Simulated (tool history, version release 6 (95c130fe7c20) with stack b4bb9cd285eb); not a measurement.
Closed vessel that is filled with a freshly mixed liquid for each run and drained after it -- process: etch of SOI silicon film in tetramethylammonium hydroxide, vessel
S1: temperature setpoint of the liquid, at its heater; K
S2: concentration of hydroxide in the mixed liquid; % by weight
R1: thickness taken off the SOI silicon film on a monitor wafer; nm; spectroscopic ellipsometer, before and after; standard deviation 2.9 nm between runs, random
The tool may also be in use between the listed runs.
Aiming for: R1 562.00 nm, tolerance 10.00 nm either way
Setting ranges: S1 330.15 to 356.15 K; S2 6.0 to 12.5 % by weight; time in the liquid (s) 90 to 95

Run 1, day 0.000: S1 343.15 K, S2 8.5 % by weight, time in the liquid (s) 90. Result: R1 676.15 nm.
Run 2, day 0.167: S1 343.15 K, S2 10.0 % by weight, time in the liquid (s) 90. Result: R1 638.53 nm.
Run 3, day 0.212: S1 343.15 K, S2 8.5 % by weight, time in the liquid (s) 90. Result: R1 685.07 nm.
Run 4, day 0.375: S1 342.15 K, S2 8.5 % by weight, time in the liquid (s) 90. Result: R1 642.45 nm.
Run 5, day 0.625: S1 347.15 K, S2 8.5 % by weight, time in the liquid (s) 90. Result: R1 860.93 nm.
Run 6, day 0.708: S1 350.15 K, S2 8.5 % by weight, time in the liquid (s) 90. Result: R1 1011.30 nm.
Run 7, day 0.992: S1 347.65 K, S2 8.5 % by weight, time in the liquid (s) 90. Result: R1 884.15 nm.
Run 8, day 1.167: S1 345.65 K, S2 8.5 % by weight, time in the liquid (s) 90. Result: R1 786.19 nm.
Run 9, day 1.392: S1 344.15 K, S2 8.5 % by weight, time in the liquid (s) 90. Result: R1 720.65 nm.
Run 10, day 1.488: S1 343.15 K, S2 8.5 % by weight, time in the liquid (s) 90. Result: R1 683.90 nm.
Run 11, day 1.729: S1 342.15 K, S2 8.5 % by weight, time in the liquid (s) 90. Result: R1 640.52 nm.
Run 12, day 1.975: S1 341.65 K, S2 8.5 % by weight, time in the liquid (s) 90. Result: R1 617.57 nm.
Run 13, day 2.079: S1 341.15 K, S2 8.5 % by weight, time in the liquid (s) 90. Result: R1 604.02 nm.
Run 14, day 2.267: S1 341.15 K, S2 8.5 % by weight, time in the liquid (s) 90. Result: R1 608.93 nm.
Run 15, day 2.308: S1 340.65 K, S2 8.5 % by weight, time in the liquid (s) 90. Result: R1 586.45 nm.

4 candidate next runs follow, results not yet known. Just one meets every target within its allowed miss. Identify it.
Run A, day 2.350: S1 338.65 K, S2 9.0 % by weight, time in the liquid (s) 95. Result: R1 ?.
Run B, day 2.350: S1 340.15 K, S2 9.5 % by weight, time in the liquid (s) 90. Result: R1 ?.
Run C, day 2.350: S1 337.65 K, S2 8.0 % by weight, time in the liquid (s) 95. Result: R1 ?.
Run D, day 2.350: S1 339.65 K, S2 8.0 % by weight, time in the liquid (s) 90. Result: R1 ?.

move      R1
   A  534.89
   B  543.25
   C  523.87
   D  559.88
A: moves the result that the last run missed by most past its target, out the other side
B: moves the result that the last run missed by most past its target, out the other side
C: moves the result that the last run missed by most past its target, out the other side
D: each result inside its tolerance
D meets every target.

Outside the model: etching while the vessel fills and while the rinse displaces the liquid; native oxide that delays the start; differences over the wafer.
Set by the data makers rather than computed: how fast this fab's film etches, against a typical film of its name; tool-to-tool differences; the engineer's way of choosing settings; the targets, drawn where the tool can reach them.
